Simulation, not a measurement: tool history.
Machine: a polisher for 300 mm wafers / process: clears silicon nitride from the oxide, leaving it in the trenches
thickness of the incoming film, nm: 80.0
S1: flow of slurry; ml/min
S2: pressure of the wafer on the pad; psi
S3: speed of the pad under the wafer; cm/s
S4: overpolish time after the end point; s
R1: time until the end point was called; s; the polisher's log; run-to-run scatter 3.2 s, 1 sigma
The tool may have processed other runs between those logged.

Run 1, day 0: S1 315 ml/min, S2 2.8 psi, S3 120 cm/s, S4 44 s. Result: R1 85.888 s.
Run 2, day 0.271: S1 315 ml/min, S2 3.4 psi, S3 120 cm/s, S4 44 s. Result: R1 72.923 s.
Run 3, day 0.546: S1 315 ml/min, S2 3.2 psi, S3 116 cm/s, S4 44 s. Result: R1 77.027 s.
Run 4, day 0.892: S1 315 ml/min, S2 3 psi, S3 112 cm/s, S4 44 s. Result: R1 84.217 s.
Run 5, day 1.183: S1 315 ml/min, S2 3.6 psi, S3 112 cm/s, S4 44 s. Result: R1 72.332 s.
Run 6, day 1.283: S1 315 ml/min, S2 4.2 psi, S3 112 cm/s, S4 44 s. Result: R1 64.34 s.

Run 7 comes next. What will it give?
Run 7, day 1.333: S1 315 ml/min, S2 3.9 psi, S3 106 cm/s, S4 44 s. Result: R1 ?.

{"run 7": {"R1": 71.51}}
